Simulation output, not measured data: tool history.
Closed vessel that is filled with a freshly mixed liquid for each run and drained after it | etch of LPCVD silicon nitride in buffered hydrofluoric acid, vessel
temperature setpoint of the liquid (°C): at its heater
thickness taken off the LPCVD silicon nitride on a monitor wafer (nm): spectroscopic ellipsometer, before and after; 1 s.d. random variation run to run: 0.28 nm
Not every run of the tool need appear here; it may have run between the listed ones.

run	hour	temperature setpoint of the liquid (°C)	parts of 40 % ammonium fluoride to one part of 49 % hydrofluoric acid (parts by volume)	time in the liquid (s)	thickness taken off the LPCVD silicon nitride on a monitor wafer (nm)
1	0.0	23.0	14.0	2865	27.389
2	2.3	24.0	14.0	2865	28.654
3	3.7	25.0	14.0	2865	30.646
4	12.5	25.0	17.0	2865	25.062
5	14.0	25.0	13.5	2865	31.634
6	22.7	26.0	13.5	2865	32.962
7	24.6	26.5	13.5	2865	33.959
8	29.9	27.0	13.5	2865	34.887
9	38.8	27.5	13.5	2865	35.973
10	44.5	28.0	13.5	2865	37.483
11	48.3	28.5	13.5	2865	38.105
12	53.0	29.0	13.5	2865	39.035
13	57.0	29.5	13.5	2865	40.009

For run 14, what comes out?
14	61.3	30.5	13.5	2865	?

{"run 14": {"thickness taken off the LPCVD silicon nitride on a monitor wafer (nm)": 42.254}}

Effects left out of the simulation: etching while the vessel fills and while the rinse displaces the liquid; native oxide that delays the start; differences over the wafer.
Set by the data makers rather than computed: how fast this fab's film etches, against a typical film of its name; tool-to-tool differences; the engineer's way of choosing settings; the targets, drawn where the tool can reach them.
